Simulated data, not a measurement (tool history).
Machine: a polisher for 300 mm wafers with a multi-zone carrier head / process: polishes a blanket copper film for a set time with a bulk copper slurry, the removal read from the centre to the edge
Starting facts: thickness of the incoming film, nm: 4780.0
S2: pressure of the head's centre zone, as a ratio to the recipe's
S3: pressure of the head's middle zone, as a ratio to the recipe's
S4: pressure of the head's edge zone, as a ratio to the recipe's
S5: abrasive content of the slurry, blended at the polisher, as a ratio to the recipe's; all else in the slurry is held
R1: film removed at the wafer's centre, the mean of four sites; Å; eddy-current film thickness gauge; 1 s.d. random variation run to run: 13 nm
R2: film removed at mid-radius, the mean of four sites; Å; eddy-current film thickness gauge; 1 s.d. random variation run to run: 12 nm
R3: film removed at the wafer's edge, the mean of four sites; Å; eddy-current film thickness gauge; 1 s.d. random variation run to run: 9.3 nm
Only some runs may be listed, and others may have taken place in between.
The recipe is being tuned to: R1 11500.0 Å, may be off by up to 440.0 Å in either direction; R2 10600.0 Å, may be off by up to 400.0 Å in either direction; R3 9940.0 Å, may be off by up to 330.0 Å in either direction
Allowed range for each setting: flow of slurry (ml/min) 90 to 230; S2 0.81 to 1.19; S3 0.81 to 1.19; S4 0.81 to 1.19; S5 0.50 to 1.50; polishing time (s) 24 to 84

run 1 hour=0.0 | flow_of_slurry_(ml/min)=150 S2=1.00 S3=1.00 S4=1.00 S5=1.00 polishing_time_(s)=54 | R1=7783.0 R2=8080.8 R3=8328.6
run 2 hour=3.7 | flow_of_slurry_(ml/min)=150 S2=1.08 S3=1.00 S4=1.00 S5=1.00 polishing_time_(s)=54 | R1=8336.2 R2=8295.8 R3=8235.6
run 3 hour=7.3 | flow_of_slurry_(ml/min)=155 S2=1.09 S3=1.00 S4=1.00 S5=1.05 polishing_time_(s)=54 | R1=8591.4 R2=8074.9 R3=8267.2
run 4 hour=11.4 | flow_of_slurry_(ml/min)=155 S2=1.09 S3=1.00 S4=1.00 S5=0.85 polishing_time_(s)=54 | R1=8169.0 R2=7991.2 R3=8009.0
run 5 hour=18.0 | flow_of_slurry_(ml/min)=155 S2=1.09 S3=1.07 S4=1.00 S5=0.85 polishing_time_(s)=54 | R1=8243.9 R2=8266.8 R3=7839.6
run 6 hour=22.4 | flow_of_slurry_(ml/min)=130 S2=1.09 S3=1.07 S4=1.00 S5=0.85 polishing_time_(s)=54 | R1=8012.4 R2=8012.3 R3=7851.4
-- hour=26.2 edge zone pressure recalibrated
run 7 hour=26.2 | flow_of_slurry_(ml/min)=135 S2=1.10 S3=1.08 S4=1.01 S5=0.90 polishing_time_(s)=55 | R1=8091.8 R2=8512.8 R3=7966.0
run 8 hour=34.4 | flow_of_slurry_(ml/min)=140 S2=1.11 S3=1.07 S4=1.01 S5=0.95 polishing_time_(s)=56 | R1=8565.7 R2=8820.8 R3=8082.1
run 9 hour=41.2 | flow_of_slurry_(ml/min)=145 S2=1.12 S3=1.05 S4=1.01 S5=1.00 polishing_time_(s)=57 | R1=8960.3 R2=8826.4 R3=8436.0

Pick the move, out of 4, that brings all results within their allowed miss; only one does.
run A hour=48.0 | flow_of_slurry_(ml/min)=135 S2=1.01 S3=0.87 S4=1.06 S5=0.90 polishing_time_(s)=75 | R1=? R2=? R3=?
run B hour=48.0 | flow_of_slurry_(ml/min)=110 S2=1.02 S3=1.07 S4=1.09 S5=1.15 polishing_time_(s)=70 | R1=? R2=? R3=?
run C hour=48.0 | flow_of_slurry_(ml/min)=180 S2=1.18 S3=1.02 S4=0.98 S5=1.15 polishing_time_(s)=64 | R1=? R2=? R3=?
run D hour=48.0 | flow_of_slurry_(ml/min)=115 S2=1.06 S3=0.83 S4=0.92 S5=1.30 polishing_time_(s)=54 | R1=? R2=? R3=?

move=A R1=10444.0 R2=9744.7 R3=11173.0
move=B R1=9735.0 R2=10792.0 R3=10697.0
move=C R1=11386.0 R2=10602.0 R3=10066.0
move=D R1=8062.7 R2=7007.6 R3=7905.0
A: nearer than the last run, and not there yet
B: nearer than the last run, and not there yet
C: meets every target
D: misses by more than the last run did
Go with C: it meets all targets.

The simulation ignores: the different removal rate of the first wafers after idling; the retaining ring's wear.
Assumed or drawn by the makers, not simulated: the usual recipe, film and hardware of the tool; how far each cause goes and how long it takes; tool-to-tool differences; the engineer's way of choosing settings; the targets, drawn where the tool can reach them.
